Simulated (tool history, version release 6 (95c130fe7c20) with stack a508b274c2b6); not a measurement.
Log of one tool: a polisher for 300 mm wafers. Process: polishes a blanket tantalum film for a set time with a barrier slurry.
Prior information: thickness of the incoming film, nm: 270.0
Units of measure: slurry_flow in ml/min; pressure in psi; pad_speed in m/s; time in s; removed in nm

run,day,slurry_flow,pressure,pad_speed,slurry_solids,time,removed
1,0,125,1.4,1.3,1,94,140.26
2,0.196,140,1.4,1.3,1,94,146.02
3,0.562,130,1.2,1.26,1,94,119.68
4,0.625,125,1.1,1.22,1,94,105.28
5,0.667,125,1.2,1.22,1,94,114.36
6,0.867,120,1.1,1.2,1,94,103.29
7,1.142,95,0.7,1.08,1,94,56.81
8,1.342,100,0.7,1.08,1,94,57.149
9,1.554,105,0.7,1.08,1,94,57.939
10,1.65,110,0.7,1.08,1,94,58.702
11,1.692,115,0.7,1.08,1,94,58.775
12,1.9,120,0.7,1.08,1,94,60.032
13,2.171,125,0.7,1.08,1,94,61.14
14,2.446,130,0.7,1.08,1,94,60.68
15,2.721,135,0.8,1.08,1,94,69.863
16,2.746,130,0.8,1.08,1,94,69.963

For run 17, what comes out?
17,3.092,130,0.8,1.08,1,94,?

{"run 17": {"removed": 69.448}}
